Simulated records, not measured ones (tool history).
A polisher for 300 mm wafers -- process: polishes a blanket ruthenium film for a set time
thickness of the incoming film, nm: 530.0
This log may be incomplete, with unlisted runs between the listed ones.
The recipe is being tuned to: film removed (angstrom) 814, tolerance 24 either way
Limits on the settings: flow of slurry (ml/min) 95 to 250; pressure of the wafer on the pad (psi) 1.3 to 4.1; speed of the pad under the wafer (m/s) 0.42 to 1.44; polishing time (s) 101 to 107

run  hour  flow of slurry (ml/min)  pressure of the wafer on the pad (psi)  speed of the pad under the wafer (m/s)  polishing time (s)  film removed (angstrom)
  1     0                      160                                     2.7                                    0.92                 101                   1108.1
  2   4.5                      130                                     2.7                                    0.92                 101                   1061.6
  3     6                      145                                     2.7                                    0.92                 101                   1079.2
  4   9.1                      140                                     2.5                                    0.92                 101                   1004.5
  5  16.7                      135                                     2.3                                    0.92                 101                   904.44
  6    18                      135                                     2.3                                       1                 101                    990.6
  7  22.6                      130                                     2.2                                       1                 101                   940.86
  8    31                      125                                     2.1                                       1                 101                   893.27

4 candidate next runs follow, results not yet known. Just one meets every target within its allowed miss. Identify it.
  A  39.4                      190                                     1.9                                    0.98                 102                        ?
  B  39.4                      140                                     1.8                                       1                 104                        ?
  C  39.4                      100                                     2.1                                    1.04                 107                        ?
  D  39.4                       95                                     2.4                                    0.84                 107                        ?

move  film removed (angstrom)
   A                      850
   B                   804.62
   C                   942.04
   D                    862.6
A: gains on the last run, yet a result remains outside its allowed miss
B: hits every target within its allowed miss
C: misses by more than the last run did
D: gains on the last run, yet a result remains outside its allowed miss
B meets every target.
